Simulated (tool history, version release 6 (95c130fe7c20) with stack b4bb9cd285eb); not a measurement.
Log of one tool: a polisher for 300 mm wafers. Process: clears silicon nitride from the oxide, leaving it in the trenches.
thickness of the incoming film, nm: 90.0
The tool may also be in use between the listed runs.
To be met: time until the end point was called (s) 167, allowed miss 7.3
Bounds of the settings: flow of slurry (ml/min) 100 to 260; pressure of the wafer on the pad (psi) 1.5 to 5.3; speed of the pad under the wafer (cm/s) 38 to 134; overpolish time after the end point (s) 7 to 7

| run | hour | flow of slurry (ml/min) | pressure of the wafer on the pad (psi) | speed of the pad under the wafer (cm/s) | overpolish time after the end point (s) | time until the end point was called (s) |
|---|---|---|---|---|---|---|
| 1 | 0 | 165 | 3.4 | 86 | 7 | 104.84 |
| 2 | 3.9 | 165 | 3.4 | 86 | 7 | 103.88 |
| 3 | 7.7 | 165 | 3.2 | 86 | 7 | 109.19 |
| 4 | 11.1 | 165 | 3 | 86 | 7 | 117.47 |
| 5 | 17.6 | 165 | 2.8 | 86 | 7 | 124.07 |
| 6 | 18.7 | 165 | 2.8 | 96 | 7 | 116.56 |
| 7 | 20.6 | 165 | 2.6 | 96 | 7 | 123.51 |
| 8 | 27.8 | 160 | 1.6 | 94 | 7 | 205.51 |
| 9 | 32 | 165 | 1.6 | 94 | 7 | 206.12 |
| 10 | 34.6 | 165 | 1.7 | 94 | 7 | 194.24 |

Which of these 4 next moves meets every target?
| A | 37.2 | 195 | 1.6 | 118 | 7 | ? |
| B | 37.2 | 165 | 1.7 | 84 | 7 | ? |
| C | 37.2 | 145 | 2.1 | 100 | 7 | ? |
| D | 37.2 | 140 | 1.8 | 94 | 7 | ? |

| move | time until the end point was called (s) |
|---|---|
| A | 162.88 |
| B | 200 |
| C | 149.06 |
| D | 181.34 |
A: meets every target
B: further off than the last run
C: takes the result that was furthest off past its target
D: nearer than the last run, and not there yet
The right move is A.

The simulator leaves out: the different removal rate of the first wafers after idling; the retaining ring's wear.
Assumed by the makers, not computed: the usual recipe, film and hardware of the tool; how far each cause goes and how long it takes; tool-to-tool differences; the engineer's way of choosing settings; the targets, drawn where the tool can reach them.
